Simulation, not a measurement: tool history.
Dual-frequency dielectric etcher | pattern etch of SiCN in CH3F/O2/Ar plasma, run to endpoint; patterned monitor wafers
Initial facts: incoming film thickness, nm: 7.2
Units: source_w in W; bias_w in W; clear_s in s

run	hour	source_w	bias_w	clear_s
1	0.0	370	76	18.323
2	3.0	400	76	17.811
3	8.3	400	67	18.487
4	10.1	400	79	17.643
5	18.8	400	65	18.660
6	26.7	400	59	19.137
7	32.0	390	59	19.223
8	39.1	380	59	19.368

The next listed run, before its measurement:
9	44.4	370	59	?

clear_s: 19.665 s
